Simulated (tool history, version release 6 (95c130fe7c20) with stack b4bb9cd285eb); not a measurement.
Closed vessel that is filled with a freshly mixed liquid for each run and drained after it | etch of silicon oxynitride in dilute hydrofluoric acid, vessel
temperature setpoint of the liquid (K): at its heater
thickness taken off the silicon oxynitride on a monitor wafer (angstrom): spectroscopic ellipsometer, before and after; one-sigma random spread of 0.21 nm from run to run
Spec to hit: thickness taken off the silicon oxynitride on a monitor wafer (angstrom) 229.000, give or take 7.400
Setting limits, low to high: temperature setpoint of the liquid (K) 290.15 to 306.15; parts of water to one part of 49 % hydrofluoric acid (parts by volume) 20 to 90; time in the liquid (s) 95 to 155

run  hour  temperature setpoint of the liquid (K)  parts of water to one part of 49 % hydrofluoric acid (parts by volume)  time in the liquid (s)  thickness taken off the silicon oxynitride on a monitor wafer (angstrom)
  1   0.0                                  298.15                                                                      50                     155                                                                    74.498
  2   7.0                                  299.15                                                                      45                     155                                                                    86.409
  3  10.4                                  300.65                                                                      45                     155                                                                    93.659
  4  11.4                                  301.65                                                                      40                     155                                                                   111.090
  5  14.2                                  302.15                                                                      35                     155                                                                   128.510
  6  16.7                                  302.65                                                                      35                     155                                                                   129.980
  7  19.4                                  303.15                                                                      35                     155                                                                   135.250
  8  22.8                                  303.65                                                                      35                     155                                                                   139.660
  9  28.0                                  304.15                                                                      35                     155                                                                   141.900
 10  36.2                                  304.65                                                                      35                     155                                                                   145.530
 11  44.2                                  306.15                                                                      20                     155                                                                   277.410
 12  52.7                                  305.65                                                                      20                     155                                                                   270.130
 13  55.1                                  305.15                                                                      20                     155                                                                   260.600
 14  59.6                                  305.15                                                                      20                     155                                                                   267.190

Of the 5 settings listed for the next run, only one would bring every result within its allowed miss of target. Which one?
  A  64.1                                  306.15                                                                      20                     115                                                                         ?
  B  64.1                                  304.15                                                                      20                     140                                                                         ?
  C  64.1                                  304.65                                                                      20                     150                                                                         ?
  D  64.1                                  302.15                                                                      20                     140                                                                         ?
  E  64.1                                  305.65                                                                      20                     155                                                                         ?

move  thickness taken off the silicon oxynitride on a monitor wafer (angstrom)
   A                                                                   207.780
   B                                                                   230.190
   C                                                                   252.540
   D                                                                   209.200
   E                                                                   273.560
A: takes the biggest miss from the last run beyond its target
B: meets every target
C: closes in on the targets versus the last run, not all within tolerance yet
D: takes the biggest miss from the last run beyond its target
E: the biggest miss grows against the last run
Go with B: it meets all targets.

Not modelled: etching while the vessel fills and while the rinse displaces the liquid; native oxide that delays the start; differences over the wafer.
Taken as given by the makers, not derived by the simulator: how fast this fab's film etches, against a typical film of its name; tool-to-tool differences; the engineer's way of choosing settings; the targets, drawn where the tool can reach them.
